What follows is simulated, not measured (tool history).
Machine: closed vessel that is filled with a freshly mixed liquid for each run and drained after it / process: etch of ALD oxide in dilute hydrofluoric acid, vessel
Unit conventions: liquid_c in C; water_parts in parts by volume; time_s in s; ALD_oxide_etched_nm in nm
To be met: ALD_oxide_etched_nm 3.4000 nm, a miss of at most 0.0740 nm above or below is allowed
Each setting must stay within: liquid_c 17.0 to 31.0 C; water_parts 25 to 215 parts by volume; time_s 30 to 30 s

{"run": 1, "hour": 0.0, "liquid_c": 23.0, "water_parts": 120, "time_s": 30, "ALD_oxide_etched_nm": 4.0333}
{"run": 2, "hour": 5.4, "liquid_c": 23.0, "water_parts": 120, "time_s": 30, "ALD_oxide_etched_nm": 4.0516}
{"run": 3, "hour": 10.6, "liquid_c": 23.0, "water_parts": 90, "time_s": 30, "ALD_oxide_etched_nm": 5.5301}
{"run": 4, "hour": 11.7, "liquid_c": 26.5, "water_parts": 90, "time_s": 30, "ALD_oxide_etched_nm": 6.314}
{"run": 5, "hour": 19.8, "liquid_c": 25.0, "water_parts": 95, "time_s": 30, "ALD_oxide_etched_nm": 5.6368}
{"run": 6, "hour": 21.6, "liquid_c": 28.0, "water_parts": 95, "time_s": 30, "ALD_oxide_etched_nm": 6.4051}
{"run": 7, "hour": 27.4, "liquid_c": 26.0, "water_parts": 100, "time_s": 30, "ALD_oxide_etched_nm": 5.5506}
{"run": 8, "hour": 36.7, "liquid_c": 24.5, "water_parts": 105, "time_s": 30, "ALD_oxide_etched_nm": 4.9802}
{"run": 9, "hour": 43.6, "liquid_c": 23.0, "water_parts": 105, "time_s": 30, "ALD_oxide_etched_nm": 4.6954}
{"run": 10, "hour": 49.8, "liquid_c": 22.0, "water_parts": 105, "time_s": 30, "ALD_oxide_etched_nm": 4.4726}
{"run": 11, "hour": 52.2, "liquid_c": 21.0, "water_parts": 105, "time_s": 30, "ALD_oxide_etched_nm": 4.3532}
{"hour": 54.9, "done": "hydrofluoric acid flow meter replaced"}
{"run": 12, "hour": 54.9, "liquid_c": 20.5, "water_parts": 105, "time_s": 30, "ALD_oxide_etched_nm": 3.9814}
{"run": 13, "hour": 60.6, "liquid_c": 20.0, "water_parts": 105, "time_s": 30, "ALD_oxide_etched_nm": 3.9122}
{"run": 14, "hour": 67.1, "liquid_c": 19.5, "water_parts": 105, "time_s": 30, "ALD_oxide_etched_nm": 3.8148}
{"run": 15, "hour": 72.3, "liquid_c": 19.5, "water_parts": 105, "time_s": 30, "ALD_oxide_etched_nm": 3.8405}
{"run": 16, "hour": 73.1, "liquid_c": 19.0, "water_parts": 105, "time_s": 30, "ALD_oxide_etched_nm": 3.7549}
{"run": 17, "hour": 76.3, "liquid_c": 19.0, "water_parts": 105, "time_s": 30, "ALD_oxide_etched_nm": 3.7042}
{"run": 18, "hour": 79.3, "liquid_c": 18.5, "water_parts": 105, "time_s": 30, "ALD_oxide_etched_nm": 3.6035}
{"run": 19, "hour": 85.3, "liquid_c": 18.0, "water_parts": 105, "time_s": 30, "ALD_oxide_etched_nm": 3.59}
{"run": 20, "hour": 91.2, "liquid_c": 17.5, "water_parts": 105, "time_s": 30, "ALD_oxide_etched_nm": 3.5314}

Which single option among these 5 for the next run brings every result within its allowed miss of target? Just one does.
{"run": "A", "hour": 97.1, "liquid_c": 20.0, "water_parts": 110, "time_s": 30, "ALD_oxide_etched_nm": "?"}
{"run": "B", "hour": 97.1, "liquid_c": 17.0, "water_parts": 110, "time_s": 30, "ALD_oxide_etched_nm": "?"}
{"run": "C", "hour": 97.1, "liquid_c": 17.5, "water_parts": 115, "time_s": 30, "ALD_oxide_etched_nm": "?"}
{"run": "D", "hour": 97.1, "liquid_c": 19.0, "water_parts": 115, "time_s": 30, "ALD_oxide_etched_nm": "?"}
{"run": "E", "hour": 97.1, "liquid_c": 17.0, "water_parts": 100, "time_s": 30, "ALD_oxide_etched_nm": "?"}

move=A ALD_oxide_etched_nm=3.7220
move=B ALD_oxide_etched_nm=3.2875
move=C ALD_oxide_etched_nm=3.1946
move=D ALD_oxide_etched_nm=3.3989
move=E ALD_oxide_etched_nm=3.6538
A: its largest miss is bigger than the last run's
B: carries the result that was furthest off beyond its target, to the other side
C: carries the result that was furthest off beyond its target, to the other side
D: every result lands within tolerance
E: its largest miss is bigger than the last run's
Go with D: it meets all targets.
